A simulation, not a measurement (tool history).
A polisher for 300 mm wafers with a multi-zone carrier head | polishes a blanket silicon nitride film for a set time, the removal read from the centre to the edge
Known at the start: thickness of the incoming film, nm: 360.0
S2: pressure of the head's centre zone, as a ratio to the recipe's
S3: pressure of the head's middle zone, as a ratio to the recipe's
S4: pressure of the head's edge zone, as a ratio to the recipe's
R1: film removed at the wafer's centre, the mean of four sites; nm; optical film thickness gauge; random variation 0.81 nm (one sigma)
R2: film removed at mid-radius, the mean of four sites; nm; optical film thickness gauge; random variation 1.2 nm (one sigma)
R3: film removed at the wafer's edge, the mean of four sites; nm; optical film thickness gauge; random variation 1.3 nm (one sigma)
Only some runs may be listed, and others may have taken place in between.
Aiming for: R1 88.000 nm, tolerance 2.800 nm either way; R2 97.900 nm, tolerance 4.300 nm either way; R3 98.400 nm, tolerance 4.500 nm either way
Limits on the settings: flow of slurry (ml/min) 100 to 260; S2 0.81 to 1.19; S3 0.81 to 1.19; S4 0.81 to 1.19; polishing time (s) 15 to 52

Run 1, hour 0.0: flow of slurry (ml/min) 165, S2 1.00, S3 1.00, S4 1.00, polishing time (s) 33. Result: R1 66.744 nm, R2 63.212 nm, R3 67.397 nm.
Run 2, hour 6.9: flow of slurry (ml/min) 165, S2 1.00, S3 1.00, S4 1.06, polishing time (s) 33. Result: R1 66.955 nm, R2 65.227 nm, R3 67.859 nm.
Run 3, hour 8.6: flow of slurry (ml/min) 165, S2 1.00, S3 0.93, S4 1.06, polishing time (s) 33. Result: R1 67.345 nm, R2 64.210 nm, R3 67.425 nm.
Run 4, hour 13.8: flow of slurry (ml/min) 165, S2 0.96, S3 0.93, S4 1.06, polishing time (s) 33. Result: R1 64.729 nm, R2 63.149 nm, R3 66.990 nm.
Run 5, hour 15.7: flow of slurry (ml/min) 165, S2 0.96, S3 0.90, S4 1.06, polishing time (s) 33. Result: R1 65.034 nm, R2 61.715 nm, R3 67.662 nm.
Run 6, hour 21.4: flow of slurry (ml/min) 165, S2 0.92, S3 0.90, S4 1.06, polishing time (s) 33. Result: R1 61.514 nm, R2 60.164 nm, R3 67.761 nm.
Run 7, hour 28.7: flow of slurry (ml/min) 170, S2 0.93, S3 0.96, S4 1.10, polishing time (s) 37. Result: R1 71.996 nm, R2 70.506 nm, R3 79.164 nm.
Run 8, hour 31.6: flow of slurry (ml/min) 170, S2 0.93, S3 0.96, S4 1.10, polishing time (s) 37. Result: R1 71.680 nm, R2 72.123 nm, R3 78.201 nm.
Run 9, hour 39.4: flow of slurry (ml/min) 180, S2 0.93, S3 1.02, S4 1.13, polishing time (s) 39. Result: R1 76.135 nm, R2 79.935 nm, R3 83.216 nm.
Run 10, hour 46.8: flow of slurry (ml/min) 180, S2 0.92, S3 1.04, S4 1.14, polishing time (s) 41. Result: R1 78.218 nm, R2 83.207 nm, R3 88.793 nm.

5 candidate next runs follow, results not yet known. Just one meets every target within its allowed miss. Identify it.
Run A, hour 54.2: flow of slurry (ml/min) 175, S2 1.13, S3 0.86, S4 1.13, polishing time (s) 34. Result: R1 ?, R2 ?, R3 ?.
Run B, hour 54.2: flow of slurry (ml/min) 100, S2 1.05, S3 0.81, S4 1.17, polishing time (s) 44. Result: R1 ?, R2 ?, R3 ?.
Run C, hour 54.2: flow of slurry (ml/min) 190, S2 0.96, S3 1.03, S4 1.09, polishing time (s) 36. Result: R1 ?, R2 ?, R3 ?.
Run D, hour 54.2: flow of slurry (ml/min) 180, S2 0.92, S3 1.12, S4 1.10, polishing time (s) 46. Result: R1 ?, R2 ?, R3 ?.
Run E, hour 54.2: flow of slurry (ml/min) 175, S2 0.84, S3 1.12, S4 1.19, polishing time (s) 46. Result: R1 ?, R2 ?, R3 ?.

move      R1      R2       R3
   A  77.492  61.859   73.568
   B  85.068  71.766   91.240
   C  71.442  71.818   77.043
   D  87.140  94.896   98.316
   E  79.860  94.572  101.930
A: moves away from the targets compared with the last run
B: moves away from the targets compared with the last run
C: moves away from the targets compared with the last run
D: meets every target
E: better than the last run, though not everything is in spec
The right move is D.

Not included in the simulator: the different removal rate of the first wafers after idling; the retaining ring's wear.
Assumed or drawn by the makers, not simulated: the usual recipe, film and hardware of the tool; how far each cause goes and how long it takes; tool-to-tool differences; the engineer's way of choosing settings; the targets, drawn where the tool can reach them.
